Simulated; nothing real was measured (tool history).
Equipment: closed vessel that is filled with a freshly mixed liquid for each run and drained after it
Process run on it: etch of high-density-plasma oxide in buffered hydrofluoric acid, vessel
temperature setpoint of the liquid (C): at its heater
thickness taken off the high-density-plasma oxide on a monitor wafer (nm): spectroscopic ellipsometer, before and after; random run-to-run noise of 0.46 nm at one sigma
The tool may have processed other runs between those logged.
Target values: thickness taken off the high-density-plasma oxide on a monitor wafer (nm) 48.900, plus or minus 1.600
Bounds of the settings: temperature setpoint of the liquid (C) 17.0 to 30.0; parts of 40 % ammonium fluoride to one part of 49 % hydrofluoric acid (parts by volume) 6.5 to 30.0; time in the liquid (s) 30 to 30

run  hour  temperature setpoint of the liquid (C)  parts of 40 % ammonium fluoride to one part of 49 % hydrofluoric acid (parts by volume)  time in the liquid (s)  thickness taken off the high-density-plasma oxide on a monitor wafer (nm)
  1   0.0                                    22.0                                                                                     19.5                      30                                                                     17.058
  2   7.8                                    23.5                                                                                     17.0                      30                                                                     21.700
  3   9.5                                    22.0                                                                                     17.0                      30                                                                     19.814
  4  18.7                                    20.5                                                                                     17.0                      30                                                                     18.137
  5  22.1                                    22.5                                                                                     15.0                      30                                                                     22.502
  6  22.9                                    24.0                                                                                     13.5                      30                                                                     27.390
  7  32.0                                    25.0                                                                                     12.5                      30                                                                     31.273
  8  38.6                                    26.0                                                                                     12.0                      30                                                                     33.924

Pick the move, out of 5, that brings all results within their allowed miss; only one does.
  A  45.2                                    25.0                                                                                      8.5                      30                                                                          ?
  B  45.2                                    29.0                                                                                     10.5                      30                                                                          ?
  C  45.2                                    27.0                                                                                      7.0                      30                                                                          ?
  D  45.2                                    25.5                                                                                      8.5                      30                                                                          ?
  E  45.2                                    27.0                                                                                      8.5                      30                                                                          ?

move  thickness taken off the high-density-plasma oxide on a monitor wafer (nm)
   A                                                                     44.146
   B                                                                     45.863
   C                                                                     60.634
   D                                                                     45.355
   E                                                                     49.159
A: gains on the last run, yet a result remains outside its allowed miss
B: gains on the last run, yet a result remains outside its allowed miss
C: pushes the last run's worst result past its target
D: gains on the last run, yet a result remains outside its allowed miss
E: all results in spec
Answer: E
